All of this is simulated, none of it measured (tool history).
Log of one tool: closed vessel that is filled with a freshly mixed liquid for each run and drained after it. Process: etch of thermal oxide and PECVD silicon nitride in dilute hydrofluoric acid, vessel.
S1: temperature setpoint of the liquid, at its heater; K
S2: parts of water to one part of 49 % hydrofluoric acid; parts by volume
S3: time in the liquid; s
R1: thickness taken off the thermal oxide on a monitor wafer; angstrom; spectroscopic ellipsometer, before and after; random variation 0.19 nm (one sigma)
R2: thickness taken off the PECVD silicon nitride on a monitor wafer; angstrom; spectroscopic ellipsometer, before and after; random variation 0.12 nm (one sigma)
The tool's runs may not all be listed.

run,day,S1,S2,S3,R1,R2
1,0,297.15,95,795,373.97,332.79
2,0.175,294.15,95,795,330.51,270.77
3,0.288,291.65,95,795,297.5,227.94
4,0.367,291.65,125,795,220.8,174.78
5,0.521,292.65,125,795,230.23,186.77
6,0.892,292.65,150,795,185.86,155.98
7,1.146,293.15,145,790,195.15,166.83
8,1.504,293.65,145,785,198.19,170.89

Forecast run 9:
9,1.842,294.15,145,780,?,?

{"run 9": {"R1": 202.09, "R2": 176.67}}

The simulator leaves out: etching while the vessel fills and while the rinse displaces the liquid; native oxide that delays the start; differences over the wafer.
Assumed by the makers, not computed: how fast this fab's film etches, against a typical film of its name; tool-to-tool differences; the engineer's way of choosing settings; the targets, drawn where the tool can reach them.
